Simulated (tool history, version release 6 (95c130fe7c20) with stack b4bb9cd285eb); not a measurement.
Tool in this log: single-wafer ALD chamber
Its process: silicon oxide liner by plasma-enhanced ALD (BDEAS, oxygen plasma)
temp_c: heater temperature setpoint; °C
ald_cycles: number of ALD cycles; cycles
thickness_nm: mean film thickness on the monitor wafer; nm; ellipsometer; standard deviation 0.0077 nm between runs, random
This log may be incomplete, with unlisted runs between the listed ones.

| run | day | temp_c | ald_cycles | thickness_nm |
|---|---|---|---|---|
| 1 | 0 | 325 | 43 | 3.4588 |
| 2 | 0.183 | 326 | 40 | 3.2269 |
| 3 | 0.342 | 326 | 38 | 3.0618 |
| 4 | 0.579 | 326 | 37 | 2.9552 |
| 5 | 0.9 | 326 | 40 | 3.187 |
| 6 | 1.038 | 327 | 38 | 3.0571 |
| 7 | 1.158 | 327 | 37 | 2.9552 |
| 8 | 1.362 | 327 | 36 | 2.8899 |
| 9 | 1.408 | 328 | 30 | 2.3962 |

Expected results for the next run?
| 10 | 1.542 | 328 | 31 | ? |

thickness_nm: 2.4955 nm

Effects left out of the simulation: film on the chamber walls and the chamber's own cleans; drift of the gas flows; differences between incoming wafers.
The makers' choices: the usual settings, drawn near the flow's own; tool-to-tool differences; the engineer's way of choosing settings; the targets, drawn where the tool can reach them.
